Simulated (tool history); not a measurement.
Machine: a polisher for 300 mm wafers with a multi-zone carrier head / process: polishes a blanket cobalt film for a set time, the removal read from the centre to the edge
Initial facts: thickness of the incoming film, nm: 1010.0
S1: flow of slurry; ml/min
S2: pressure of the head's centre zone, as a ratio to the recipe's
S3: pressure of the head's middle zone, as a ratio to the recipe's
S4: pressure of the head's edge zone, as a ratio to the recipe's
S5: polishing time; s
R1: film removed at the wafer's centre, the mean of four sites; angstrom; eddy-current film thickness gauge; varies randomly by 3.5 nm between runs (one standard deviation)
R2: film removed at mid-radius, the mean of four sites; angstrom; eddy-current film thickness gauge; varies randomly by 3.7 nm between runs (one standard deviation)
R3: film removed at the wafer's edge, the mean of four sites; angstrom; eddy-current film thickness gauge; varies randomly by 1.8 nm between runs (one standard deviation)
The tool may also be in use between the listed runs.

Run 1, hour 0: S1 285 ml/min, S2 1, S3 1, S4 1, S5 62 s. Result: R1 2441.7 angstrom, R2 2515.6 angstrom, R3 2430 angstrom.
Run 2, hour 5.6: S1 220 ml/min, S2 1, S3 1, S4 1, S5 62 s. Result: R1 2386.8 angstrom, R2 2418.7 angstrom, R3 2358.7 angstrom.
Run 3, hour 13.8: S1 240 ml/min, S2 1.02, S3 1.02, S4 1.03, S5 63 s. Result: R1 2518.7 angstrom, R2 2581.2 angstrom, R3 2475.6 angstrom.
Run 4, hour 21.9: S1 295 ml/min, S2 1.02, S3 1.02, S4 1.03, S5 63 s. Result: R1 2605.3 angstrom, R2 2601.4 angstrom, R3 2531.4 angstrom.
Run 5, hour 24.2: S1 310 ml/min, S2 1.03, S3 1.04, S4 1.06, S5 63 s. Result: R1 2626.1 angstrom, R2 2711.3 angstrom, R3 2600 angstrom.
Run 6, hour 30.8: S1 320 ml/min, S2 1.05, S3 1.05, S4 1.08, S5 63 s. Result: R1 2687.7 angstrom, R2 2658 angstrom, R3 2582 angstrom.
Run 7, hour 35.1: S1 320 ml/min, S2 1.05, S3 1.05, S4 1.08, S5 63 s. Result: R1 2665.6 angstrom, R2 2770.4 angstrom, R3 2594.3 angstrom.

Run 8, settings as shown, results not yet in. Your forecast:
Run 8, hour 36.9: S1 330 ml/min, S2 1.06, S3 1.05, S4 1.1, S5 64 s. Result: R1 ?, R2 ?, R3 ?.

Run 8 gave R1 2760.2 angstrom, R2 2747.2 angstrom, R3 2692.7 angstrom.

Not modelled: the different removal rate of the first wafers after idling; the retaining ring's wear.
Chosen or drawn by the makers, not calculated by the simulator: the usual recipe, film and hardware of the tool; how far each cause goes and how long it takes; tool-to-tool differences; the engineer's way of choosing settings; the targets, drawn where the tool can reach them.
